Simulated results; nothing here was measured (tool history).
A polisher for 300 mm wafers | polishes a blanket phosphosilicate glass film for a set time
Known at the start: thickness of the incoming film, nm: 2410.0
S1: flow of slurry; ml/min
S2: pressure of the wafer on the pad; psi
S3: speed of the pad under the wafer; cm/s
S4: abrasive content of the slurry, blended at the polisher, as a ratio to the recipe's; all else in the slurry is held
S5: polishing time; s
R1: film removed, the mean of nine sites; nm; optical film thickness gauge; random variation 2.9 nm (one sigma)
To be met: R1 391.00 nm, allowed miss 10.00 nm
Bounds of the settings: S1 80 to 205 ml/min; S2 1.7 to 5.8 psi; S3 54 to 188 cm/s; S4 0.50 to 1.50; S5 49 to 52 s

run,hour,S1,S2,S3,S4,S5,R1
1,0.0,135,3.7,120,1.00,49,516.91
2,2.4,105,3.7,120,1.00,49,486.48
3,8.7,100,3.6,120,1.00,49,470.44
4,14.1,80,3.6,120,1.00,49,442.21
5,16.6,80,2.7,120,1.00,49,332.94
6,21.8,80,1.8,120,1.00,49,223.03
7,29.8,90,2.1,120,1.00,49,271.85
8,36.7,90,2.1,120,1.00,49,273.45
9,40.7,110,2.1,120,1.00,49,289.92
10,43.2,125,2.1,120,1.00,49,292.97
11,48.9,140,2.2,120,1.00,49,316.35
12,50.0,150,2.3,120,1.00,49,338.90
13,58.6,160,2.3,120,1.00,49,337.43
14,64.5,160,2.9,120,1.00,49,418.16
15,72.4,155,2.9,120,1.00,49,429.06
16,73.4,150,2.9,120,1.00,49,422.30
17,78.7,145,2.9,120,1.00,49,412.38
18,81.8,140,2.9,120,1.00,49,417.10
19,84.1,135,2.9,120,1.00,49,410.64
20,91.1,130,2.9,120,1.00,49,410.78
21,96.5,130,2.9,120,1.00,49,406.96
22,101.3,125,2.9,120,1.00,49,409.09

Which of these 4 next moves meets every target?
A,106.1,115,2.8,112,1.05,49,?
B,106.1,140,2.8,112,0.95,49,?
C,106.1,140,2.8,114,1.05,49,?
D,106.1,90,3.1,140,0.80,52,?

move,R1
A,370.61
B,369.86
C,392.76
D,424.14
A: takes the result that was furthest off past its target
B: takes the result that was furthest off past its target
C: meets every target
D: further off than the last run
Move C is the one to make.

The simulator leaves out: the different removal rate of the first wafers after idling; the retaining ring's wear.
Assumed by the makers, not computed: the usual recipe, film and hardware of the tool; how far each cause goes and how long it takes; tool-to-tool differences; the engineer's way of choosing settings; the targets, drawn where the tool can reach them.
